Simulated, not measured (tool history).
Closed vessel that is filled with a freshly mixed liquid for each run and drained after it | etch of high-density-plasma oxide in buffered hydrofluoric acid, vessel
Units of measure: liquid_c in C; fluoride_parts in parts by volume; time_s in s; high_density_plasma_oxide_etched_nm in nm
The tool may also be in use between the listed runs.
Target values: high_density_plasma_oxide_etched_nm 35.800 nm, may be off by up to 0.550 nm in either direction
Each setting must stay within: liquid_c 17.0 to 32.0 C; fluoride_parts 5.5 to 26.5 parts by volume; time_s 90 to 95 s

| run | hour | liquid_c | fluoride_parts | time_s | high_density_plasma_oxide_etched_nm |
|---|---|---|---|---|---|
| 1 | 0.0 | 24.0 | 16.0 | 90 | 69.595 |
| 2 | 1.5 | 25.5 | 16.0 | 90 | 75.424 |
| 3 | 10.0 | 25.5 | 16.0 | 95 | 79.798 |
| 4 | 12.5 | 24.0 | 16.0 | 95 | 73.107 |
| 5 | 21.4 | 22.5 | 16.0 | 95 | 67.413 |
| 6 | 27.3 | 22.0 | 16.5 | 95 | 63.723 |
| 7 | 31.7 | 21.5 | 17.0 | 95 | 60.047 |
| 8 | 37.7 | 21.0 | 17.5 | 95 | 57.529 |
| 9 | 41.4 | 20.5 | 18.0 | 95 | 53.313 |
| 10 | 49.9 | 17.0 | 21.5 | 95 | 37.775 |
| 11 | 54.7 | 17.0 | 22.5 | 95 | 36.663 |

Which single option among these 4 for the next run brings every result within its allowed miss of target? Just one does.
| A | 59.5 | 17.0 | 24.5 | 95 | ? |
| B | 59.5 | 17.5 | 26.0 | 95 | ? |
| C | 59.5 | 18.0 | 21.5 | 90 | ? |
| D | 59.5 | 18.0 | 23.5 | 90 | ? |

| move | high_density_plasma_oxide_etched_nm |
|---|---|
| A | 34.758 |
| B | 34.326 |
| C | 38.162 |
| D | 35.886 |
A: takes the biggest miss from the last run beyond its target
B: takes the biggest miss from the last run beyond its target
C: moves away from the targets compared with the last run
D: every result within its allowed miss
Move D is the one to make.
